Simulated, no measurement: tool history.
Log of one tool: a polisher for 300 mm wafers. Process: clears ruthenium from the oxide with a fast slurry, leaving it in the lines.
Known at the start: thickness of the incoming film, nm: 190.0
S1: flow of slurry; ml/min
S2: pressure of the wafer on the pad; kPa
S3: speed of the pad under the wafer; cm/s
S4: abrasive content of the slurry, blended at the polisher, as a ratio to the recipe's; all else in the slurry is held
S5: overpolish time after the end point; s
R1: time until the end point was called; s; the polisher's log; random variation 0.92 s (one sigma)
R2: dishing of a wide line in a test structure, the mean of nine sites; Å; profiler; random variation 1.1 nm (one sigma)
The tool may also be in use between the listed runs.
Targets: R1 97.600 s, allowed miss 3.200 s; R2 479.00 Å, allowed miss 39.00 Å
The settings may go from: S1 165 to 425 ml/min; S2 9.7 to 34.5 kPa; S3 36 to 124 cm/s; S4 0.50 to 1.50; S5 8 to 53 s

| run | day | S1 | S2 | S3 | S4 | S5 | R1 | R2 |
|---|---|---|---|---|---|---|---|---|
| 1 | 0.000 | 275 | 22.1 | 80 | 1.00 | 27 | 57.928 | 677.68 |
| 2 | 0.204 | 275 | 22.1 | 68 | 1.00 | 27 | 67.416 | 551.04 |
| 3 | 0.312 | 275 | 20.0 | 68 | 1.00 | 28 | 75.521 | 567.39 |
| 4 | 0.638 | 275 | 18.6 | 68 | 1.00 | 28 | 79.466 | 529.05 |
| 5 | 0.933 | 275 | 18.6 | 68 | 1.00 | 24 | 78.113 | 455.79 |
| 6 | 1.212 | 275 | 18.6 | 68 | 0.85 | 24 | 87.880 | 413.49 |
| 7 | 1.325 | 275 | 17.9 | 68 | 0.85 | 25 | 91.012 | 419.71 |
| 8 | 1.471 | 275 | 17.9 | 68 | 0.85 | 26 | 90.066 | 432.46 |
| 9 | 1.508 | 275 | 17.2 | 68 | 0.85 | 27 | 94.219 | 431.25 |
| 10 | 1.825 | 275 | 17.2 | 68 | 0.85 | 28 | 94.668 | 462.74 |
| 11 | 1.983 | 275 | 17.2 | 68 | 0.85 | 29 | 94.016 | 481.22 |

Which of these 5 next moves meets every target?
| A | 2.142 | 275 | 15.9 | 70 | 1.05 | 28 | ? | ? |
| B | 2.142 | 300 | 19.3 | 58 | 0.95 | 31 | ? | ? |
| C | 2.142 | 235 | 15.2 | 76 | 0.95 | 30 | ? | ? |
| D | 2.142 | 260 | 16.5 | 68 | 0.85 | 32 | ? | ? |
| E | 2.142 | 330 | 16.5 | 72 | 0.85 | 29 | ? | ? |

| move | R1 | R2 |
|---|---|---|
| A | 87.690 | 501.43 |
| B | 91.077 | 530.18 |
| C | 90.956 | 515.86 |
| D | 98.428 | 509.40 |
| E | 90.949 | 500.81 |
A: further off than the last run
B: further off than the last run
C: further off than the last run
D: meets every target
E: further off than the last run
Move D is the one to make.
